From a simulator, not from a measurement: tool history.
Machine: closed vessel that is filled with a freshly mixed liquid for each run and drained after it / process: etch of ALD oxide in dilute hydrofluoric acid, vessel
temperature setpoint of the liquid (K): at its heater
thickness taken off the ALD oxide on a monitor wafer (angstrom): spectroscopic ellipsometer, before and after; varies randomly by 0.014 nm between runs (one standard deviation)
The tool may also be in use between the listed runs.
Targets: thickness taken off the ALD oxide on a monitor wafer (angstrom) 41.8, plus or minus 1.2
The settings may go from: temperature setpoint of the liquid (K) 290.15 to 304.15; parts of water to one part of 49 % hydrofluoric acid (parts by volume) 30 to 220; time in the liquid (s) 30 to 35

| run | hour | temperature setpoint of the liquid (K) | parts of water to one part of 49 % hydrofluoric acid (parts by volume) | time in the liquid (s) | thickness taken off the ALD oxide on a monitor wafer (angstrom) |
|---|---|---|---|---|---|
| 1 | 0 | 296.15 | 125 | 35 | 85.628 |
| 2 | 6.3 | 296.15 | 105 | 35 | 104.18 |
| 3 | 12.5 | 296.15 | 75 | 35 | 150.86 |
| 4 | 20.3 | 295.15 | 90 | 35 | 119.15 |
| 5 | 27.9 | 295.15 | 90 | 30 | 102.04 |
| 6 | 36.3 | 294.15 | 100 | 30 | 87.676 |
| 7 | 41.5 | 290.15 | 150 | 30 | 46.599 |
| 8 | 42.6 | 290.15 | 155 | 30 | 45.248 |
| 9 | 46.2 | 290.15 | 160 | 30 | 43.405 |

4 next moves are on the table. One of them brings every result within its allowed miss. Which?
| A | 49.8 | 290.65 | 170 | 30 | ? |
| B | 49.8 | 290.65 | 175 | 35 | ? |
| C | 49.8 | 290.65 | 150 | 30 | ? |
| D | 49.8 | 290.15 | 150 | 30 | ? |

| move | thickness taken off the ALD oxide on a monitor wafer (angstrom) |
|---|---|
| A | 41.336 |
| B | 46.624 |
| C | 47.764 |
| D | 46.798 |
A: hits every target within its allowed miss
B: moves away from the targets compared with the last run
C: moves away from the targets compared with the last run
D: moves away from the targets compared with the last run
Go with A: it meets all targets.
